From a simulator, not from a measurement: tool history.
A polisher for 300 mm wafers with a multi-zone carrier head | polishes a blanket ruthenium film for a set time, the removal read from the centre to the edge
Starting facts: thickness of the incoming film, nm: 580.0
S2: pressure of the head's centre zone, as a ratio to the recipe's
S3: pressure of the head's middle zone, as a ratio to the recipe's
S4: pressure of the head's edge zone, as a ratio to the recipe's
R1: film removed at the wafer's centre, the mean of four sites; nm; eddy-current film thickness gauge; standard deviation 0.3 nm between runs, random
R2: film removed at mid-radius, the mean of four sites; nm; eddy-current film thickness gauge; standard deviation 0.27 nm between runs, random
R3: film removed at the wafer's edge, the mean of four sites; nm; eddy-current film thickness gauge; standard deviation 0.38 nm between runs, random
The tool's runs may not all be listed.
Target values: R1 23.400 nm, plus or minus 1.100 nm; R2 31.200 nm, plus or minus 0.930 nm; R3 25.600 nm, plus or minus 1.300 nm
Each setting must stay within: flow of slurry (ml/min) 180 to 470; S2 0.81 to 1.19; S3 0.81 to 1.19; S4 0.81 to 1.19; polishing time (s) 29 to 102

run 1 day=0.000 | flow_of_slurry_(ml/min)=300 S2=1.00 S3=1.00 S4=1.00 polishing_time_(s)=65 | R1=42.699 R2=43.582 R3=41.311
run 2 day=0.375 | flow_of_slurry_(ml/min)=300 S2=0.98 S3=1.01 S4=0.98 polishing_time_(s)=62 | R1=38.662 R2=41.952 R3=38.896
run 3 day=0.733 | flow_of_slurry_(ml/min)=300 S2=0.97 S3=1.02 S4=0.96 polishing_time_(s)=59 | R1=36.837 R2=39.255 R3=36.117
run 4 day=0.992 | flow_of_slurry_(ml/min)=295 S2=0.95 S3=1.03 S4=0.95 polishing_time_(s)=57 | R1=34.819 R2=38.637 R3=35.203
run 5 day=1.217 | flow_of_slurry_(ml/min)=295 S2=0.95 S3=1.03 S4=0.99 polishing_time_(s)=57 | R1=34.119 R2=39.082 R3=36.236
run 6 day=1.483 | flow_of_slurry_(ml/min)=295 S2=0.95 S3=1.03 S4=1.07 polishing_time_(s)=57 | R1=34.597 R2=38.419 R3=37.633
run 7 day=1.854 | flow_of_slurry_(ml/min)=295 S2=0.94 S3=1.04 S4=1.04 polishing_time_(s)=55 | R1=33.793 R2=37.717 R3=36.849
run 8 day=2.042 | flow_of_slurry_(ml/min)=290 S2=0.93 S3=1.05 S4=1.01 polishing_time_(s)=53 | R1=31.033 R2=36.874 R3=33.694
run 9 day=2.258 | flow_of_slurry_(ml/min)=285 S2=0.92 S3=1.05 S4=0.99 polishing_time_(s)=52 | R1=30.591 R2=35.432 R3=32.815
run 10 day=2.629 | flow_of_slurry_(ml/min)=280 S2=0.91 S3=1.06 S4=0.97 polishing_time_(s)=51 | R1=29.835 R2=35.290 R3=31.234
run 11 day=2.800 | flow_of_slurry_(ml/min)=280 S2=0.90 S3=1.07 S4=0.96 polishing_time_(s)=50 | R1=28.698 R2=34.572 R3=31.260
run 12 day=3.096 | flow_of_slurry_(ml/min)=290 S2=0.91 S3=1.17 S4=0.86 polishing_time_(s)=36 | R1=20.869 R2=26.881 R3=21.710
run 13 day=3.221 | flow_of_slurry_(ml/min)=290 S2=0.91 S3=1.17 S4=0.87 polishing_time_(s)=37 | R1=21.920 R2=27.838 R3=21.897
run 14 day=3.567 | flow_of_slurry_(ml/min)=290 S2=0.91 S3=1.17 S4=0.89 polishing_time_(s)=37 | R1=21.822 R2=27.879 R3=22.658
run 15 day=3.821 | flow_of_slurry_(ml/min)=290 S2=0.91 S3=1.17 S4=0.90 polishing_time_(s)=38 | R1=22.451 R2=28.588 R3=22.176
run 16 day=4.067 | flow_of_slurry_(ml/min)=290 S2=0.90 S3=1.16 S4=0.91 polishing_time_(s)=39 | R1=22.829 R2=28.836 R3=24.342
run 17 day=4.183 | flow_of_slurry_(ml/min)=285 S2=0.90 S3=1.16 S4=0.91 polishing_time_(s)=40 | R1=23.116 R2=30.368 R3=23.615
run 18 day=4.525 | flow_of_slurry_(ml/min)=290 S2=0.90 S3=1.16 S4=0.92 polishing_time_(s)=40 | R1=22.916 R2=29.811 R3=24.479

Exercise: of the 5 proposed moves below, exactly one satisfies all targets within the stated allowed misses. Which move is it?
run A day=4.867 | flow_of_slurry_(ml/min)=330 S2=0.88 S3=1.08 S4=0.98 polishing_time_(s)=46 | R1=? R2=? R3=?
run B day=4.867 | flow_of_slurry_(ml/min)=315 S2=0.88 S3=1.17 S4=0.94 polishing_time_(s)=41 | R1=? R2=? R3=?
run C day=4.867 | flow_of_slurry_(ml/min)=295 S2=1.00 S3=1.16 S4=0.94 polishing_time_(s)=42 | R1=? R2=? R3=?
run D day=4.867 | flow_of_slurry_(ml/min)=190 S2=0.89 S3=1.19 S4=0.89 polishing_time_(s)=39 | R1=? R2=? R3=?
run E day=4.867 | flow_of_slurry_(ml/min)=270 S2=0.81 S3=1.19 S4=0.96 polishing_time_(s)=41 | R1=? R2=? R3=?

move=A R1=26.492 R2=32.817 R3=30.072
move=B R1=23.537 R2=31.225 R3=26.229
move=C R1=27.273 R2=31.569 R3=26.768
move=D R1=21.574 R2=28.843 R3=23.584
move=E R1=21.362 R2=31.311 R3=26.211
A: takes the biggest miss from the last run beyond its target
B: every result within its allowed miss
C: brings the last run's worst result on target, with another outside its allowed miss
D: misses by more than the last run did
E: brings the last run's worst result on target, with another outside its allowed miss
B meets every target.

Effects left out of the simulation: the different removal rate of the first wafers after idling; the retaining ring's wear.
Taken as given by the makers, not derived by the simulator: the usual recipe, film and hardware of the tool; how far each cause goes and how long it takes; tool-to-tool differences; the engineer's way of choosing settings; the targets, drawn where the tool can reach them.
